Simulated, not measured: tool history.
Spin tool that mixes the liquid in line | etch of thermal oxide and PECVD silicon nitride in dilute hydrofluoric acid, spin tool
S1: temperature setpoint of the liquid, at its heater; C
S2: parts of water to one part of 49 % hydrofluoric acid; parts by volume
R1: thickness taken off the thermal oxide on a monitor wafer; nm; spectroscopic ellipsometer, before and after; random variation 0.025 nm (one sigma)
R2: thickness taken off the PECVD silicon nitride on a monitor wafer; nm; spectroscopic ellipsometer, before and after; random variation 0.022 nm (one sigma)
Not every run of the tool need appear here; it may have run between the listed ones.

{"run": 1, "hour": 0.0, "S1": 26.0, "S2": 120, "time under the liquid (s)": 130, "R1": 6.0904, "R2": 3.3551}
{"run": 2, "hour": 8.2, "S1": 25.0, "S2": 120, "time under the liquid (s)": 130, "R1": 5.8803, "R2": 3.0667}
{"run": 3, "hour": 13.8, "S1": 25.0, "S2": 90, "time under the liquid (s)": 130, "R1": 8.092, "R2": 4.1066}
{"run": 4, "hour": 19.1, "S1": 25.0, "S2": 90, "time under the liquid (s)": 160, "R1": 10.066, "R2": 5.0206}
{"run": 5, "hour": 25.7, "S1": 25.0, "S2": 90, "time under the liquid (s)": 200, "R1": 12.532, "R2": 6.1982}
{"run": 6, "hour": 26.3, "S1": 25.0, "S2": 90, "time under the liquid (s)": 220, "R1": 13.831, "R2": 7.0169}
{"run": 7, "hour": 27.6, "S1": 24.0, "S2": 110, "time under the liquid (s)": 220, "R1": 10.563, "R2": 5.3077}
{"run": 8, "hour": 31.4, "S1": 23.0, "S2": 125, "time under the liquid (s)": 220, "R1": 8.8776, "R2": 4.4172}
{"run": 9, "hour": 36.8, "S1": 22.5, "S2": 135, "time under the liquid (s)": 220, "R1": 7.928, "R2": 3.9847}
{"run": 10, "hour": 41.5, "S1": 22.0, "S2": 145, "time under the liquid (s)": 220, "R1": 7.1404, "R2": 3.5912}

Run 11 comes next. What will it give?
{"run": 11, "hour": 42.3, "S1": 21.5, "S2": 150, "time under the liquid (s)": 220, "R1": "?", "R2": "?"}

R1: 6.7729 nm
R2: 3.3499 nm
